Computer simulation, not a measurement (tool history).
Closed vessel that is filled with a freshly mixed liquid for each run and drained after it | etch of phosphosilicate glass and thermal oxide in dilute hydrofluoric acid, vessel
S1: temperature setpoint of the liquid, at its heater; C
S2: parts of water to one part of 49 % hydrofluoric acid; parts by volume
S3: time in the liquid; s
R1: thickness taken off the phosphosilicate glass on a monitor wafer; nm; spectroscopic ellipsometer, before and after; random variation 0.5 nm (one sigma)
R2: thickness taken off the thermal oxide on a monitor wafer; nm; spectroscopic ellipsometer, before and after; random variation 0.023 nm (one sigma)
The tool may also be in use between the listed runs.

run  hour    S1  S2   S3       R1       R2
  1   0.0  20.0  55   60   87.457   5.0180
  2   9.0  20.0  55   75  111.860   6.1555
  3  13.1  20.0  35   75  179.580   9.9521
  4  15.1  20.0  35   95  223.370  12.5630
  5  22.5  20.0  35   75  178.700  10.1310
  6  24.8  20.0  35  100  238.870  13.2970
  7  33.4  19.0  50  100  158.260   8.7816
  8  41.2  18.5  60  100  127.450   6.9752
  9  48.5  18.0  65  100  113.610   6.3003
 10  56.2  17.5  70  100  101.990   5.7382
 11  60.9  17.5  70  100  103.630   5.7154
 12  67.4  17.5  75  100   96.179   5.2907
 13  72.2  17.5  80  100   88.156   4.9724

The next listed run, before its measurement:
 14  79.2  17.0  95  100   ?   ?

Run 14 gave R1 71.923 nm, R2 4.0656 nm.

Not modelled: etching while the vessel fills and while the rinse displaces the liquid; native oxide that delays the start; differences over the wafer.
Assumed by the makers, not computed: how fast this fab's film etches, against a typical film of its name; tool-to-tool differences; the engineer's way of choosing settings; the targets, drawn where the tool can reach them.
